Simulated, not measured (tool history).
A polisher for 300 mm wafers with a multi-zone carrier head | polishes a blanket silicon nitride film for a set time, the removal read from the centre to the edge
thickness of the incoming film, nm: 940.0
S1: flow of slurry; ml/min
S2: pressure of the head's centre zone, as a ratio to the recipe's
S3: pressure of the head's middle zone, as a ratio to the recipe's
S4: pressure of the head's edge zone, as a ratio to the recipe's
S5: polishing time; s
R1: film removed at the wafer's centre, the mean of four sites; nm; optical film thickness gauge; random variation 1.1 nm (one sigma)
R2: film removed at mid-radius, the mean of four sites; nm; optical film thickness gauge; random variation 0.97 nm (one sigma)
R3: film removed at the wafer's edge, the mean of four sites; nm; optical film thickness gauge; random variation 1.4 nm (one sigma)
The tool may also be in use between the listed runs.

run,day,S1,S2,S3,S4,S5,R1,R2,R3
1,0,130,1,1,1,51,78.379,74.576,78.294
2,0.092,130,0.94,1,1,51,74.888,75.734,75.481
3,0.371,130,0.94,1,0.96,51,73.648,77.482,76.852
4,0.7,130,0.94,1,0.96,42,61.04,62.592,62.393
5,0.8,130,0.94,1.07,0.96,42,61.281,65.894,60.24
6,1.158,130,0.94,1.07,1.03,42,60.326,66.485,63.919
7,1.2,135,0.97,1.06,1.04,44,66.282,68.788,67.408
8,1.433,140,0.99,1.05,1.05,45,69.49,70.62,68.827
9,1.762,140,1.01,1.04,1.06,47,73.474,74.213,73.008
10,1.888,145,1.03,1.02,1.07,48,77.378,72.714,73.979

The next listed run, before its measurement:
11,2.2,140,1.05,1.01,1.07,50,?,?,?

{"run 11": {"R1": 83.055, "R2": 75.637, "R3": 79.461}}
